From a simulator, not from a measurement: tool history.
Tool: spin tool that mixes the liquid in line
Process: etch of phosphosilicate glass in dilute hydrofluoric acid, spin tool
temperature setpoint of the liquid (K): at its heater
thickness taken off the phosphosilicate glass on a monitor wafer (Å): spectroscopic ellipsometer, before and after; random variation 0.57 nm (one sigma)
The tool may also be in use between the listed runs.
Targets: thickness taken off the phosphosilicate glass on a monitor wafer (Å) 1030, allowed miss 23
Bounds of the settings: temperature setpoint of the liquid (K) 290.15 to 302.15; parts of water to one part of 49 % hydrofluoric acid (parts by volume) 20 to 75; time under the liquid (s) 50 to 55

run	day	temperature setpoint of the liquid (K)	parts of water to one part of 49 % hydrofluoric acid (parts by volume)	time under the liquid (s)	thickness taken off the phosphosilicate glass on a monitor wafer (Å)
1	0	294.15	45	50	785.72
2	0.046	294.15	45	55	856.13
3	0.179	294.15	45	55	861.39
4	0.446	295.15	45	55	890.69
5	0.554	295.15	45	50	825.1
6	0.775	295.15	45	50	818.47
7	0.821	296.15	45	50	843.2
8	0.912	297.15	45	50	881.98
9	1.275	297.65	45	50	910.3
10	1.317	298.15	45	50	920.98

4 next moves are on the table. One of them brings every result within its allowed miss. Which?
A	1.358	300.65	55	55	?
B	1.358	297.65	40	50	?
C	1.358	299.15	45	50	?
D	1.358	297.15	40	55	?

move	thickness taken off the phosphosilicate glass on a monitor wafer (Å)
A	898.27
B	1015.2
C	953
D	1093.8
A: further off than the last run
B: meets every target
C: nearer than the last run, and not there yet
D: takes the result that was furthest off past its target
Answer: B
